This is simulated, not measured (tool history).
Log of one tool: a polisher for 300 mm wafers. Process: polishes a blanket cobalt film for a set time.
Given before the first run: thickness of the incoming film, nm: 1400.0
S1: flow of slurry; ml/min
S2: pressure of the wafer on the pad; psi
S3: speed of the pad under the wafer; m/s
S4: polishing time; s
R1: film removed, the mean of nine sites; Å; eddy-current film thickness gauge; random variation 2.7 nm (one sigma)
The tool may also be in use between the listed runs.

{"run": 1, "hour": 0.0, "S1": 310, "S2": 2.3, "S3": 0.86, "S4": 36, "R1": 1828.4}
{"run": 2, "hour": 7.9, "S1": 310, "S2": 2.3, "S3": 0.86, "S4": 32, "R1": 1598.6}
{"run": 3, "hour": 15.2, "S1": 310, "S2": 2.7, "S3": 0.88, "S4": 32, "R1": 1936.3}
{"run": 4, "hour": 23.2, "S1": 310, "S2": 3.0, "S3": 0.92, "S4": 32, "R1": 2216.5}
{"run": 5, "hour": 32.1, "S1": 310, "S2": 3.0, "S3": 0.92, "S4": 36, "R1": 2452.4}
{"hour": 40.4, "done": "slurry nozzle cleaned"}
{"run": 6, "hour": 40.4, "S1": 310, "S2": 3.2, "S3": 0.92, "S4": 36, "R1": 2711.7}

Expected results for the next run?
{"run": 7, "hour": 41.7, "S1": 310, "S2": 3.3, "S3": 0.92, "S4": 36, "R1": "?"}

R1: 2832.8 Å
